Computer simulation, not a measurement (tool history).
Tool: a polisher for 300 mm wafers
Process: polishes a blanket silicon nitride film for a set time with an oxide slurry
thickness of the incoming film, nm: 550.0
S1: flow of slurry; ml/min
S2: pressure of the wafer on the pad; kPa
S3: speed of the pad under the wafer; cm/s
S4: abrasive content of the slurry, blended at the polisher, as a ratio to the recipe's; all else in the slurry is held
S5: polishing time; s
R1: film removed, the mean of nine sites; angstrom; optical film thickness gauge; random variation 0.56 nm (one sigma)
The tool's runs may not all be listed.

| run | hour | S1 | S2 | S3 | S4 | S5 | R1 |
|---|---|---|---|---|---|---|---|
| 1 | 0 | 250 | 32.4 | 136 | 1 | 118 | 1406.9 |
| 2 | 4.9 | 250 | 29 | 130 | 1 | 118 | 1259.4 |
| 3 | 10.6 | 250 | 26.2 | 122 | 1 | 118 | 1131.3 |
| 4 | 18.6 | 250 | 29.6 | 122 | 1 | 118 | 1215.6 |
| 5 | 25.3 | 250 | 33.1 | 122 | 1 | 118 | 1304.6 |
| 6 | 32 | 250 | 29.6 | 116 | 1 | 118 | 1177.6 |

Forecast run 7:
| 7 | 33.2 | 250 | 26.9 | 110 | 1 | 118 | ? |

Run 7 gave R1 1054.7 angstrom.
